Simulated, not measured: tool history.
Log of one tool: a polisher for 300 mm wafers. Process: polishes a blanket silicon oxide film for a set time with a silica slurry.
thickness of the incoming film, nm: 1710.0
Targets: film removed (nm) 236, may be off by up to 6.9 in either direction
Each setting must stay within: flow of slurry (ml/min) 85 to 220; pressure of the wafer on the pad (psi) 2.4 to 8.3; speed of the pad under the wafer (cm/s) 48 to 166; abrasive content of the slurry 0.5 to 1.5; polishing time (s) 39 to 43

run  hour  flow of slurry (ml/min)  pressure of the wafer on the pad (psi)  speed of the pad under the wafer (cm/s)  abrasive content of the slurry  polishing time (s)  film removed (nm)
  1     0                      140                                     5.3                                      106                               1                  43             185.01
  2     5                      140                                     5.3                                      106                             0.9                  43             178.76
  3   9.9                      145                                     5.5                                      106                             0.9                  43              185.5
  4  18.8                      145                                     5.5                                      106                             0.9                  43             186.27
  5  25.6                      145                                     6.5                                      106                             0.9                  43             220.49
  6  26.4                      150                                     6.5                                      106                             0.9                  43             222.78
  7  35.2                      155                                     6.5                                      106                             0.9                  43              224.3
  8  43.4                      160                                     6.5                                      106                             0.9                  43             224.72
  9  45.6                      165                                     6.6                                      106                             0.9                  43             227.21
 10  48.3                      165                                     6.6                                      106                             0.9                  43             230.05

Which single option among these 5 for the next run brings every result within its allowed miss of target? Just one does.
  A    51                      120                                     7.5                                       96                            0.85                  43                  ?
  B    51                      150                                     7.4                                       94                               1                  43                  ?
  C    51                      175                                     6.5                                      118                             0.9                  43                  ?
  D    51                      160                                     6.2                                      128                            0.85                  40                  ?
  E    51                      160                                     6.8                                      122                             0.7                  39                  ?

move  film removed (nm)
   A             221.84
   B             238.16
   C             248.27
   D             227.34
   E             217.11
A: further off than the last run
B: hits every target within its allowed miss
C: carries the result that was furthest off beyond its target, to the other side
D: further off than the last run
E: further off than the last run
The move that meets every target is B.
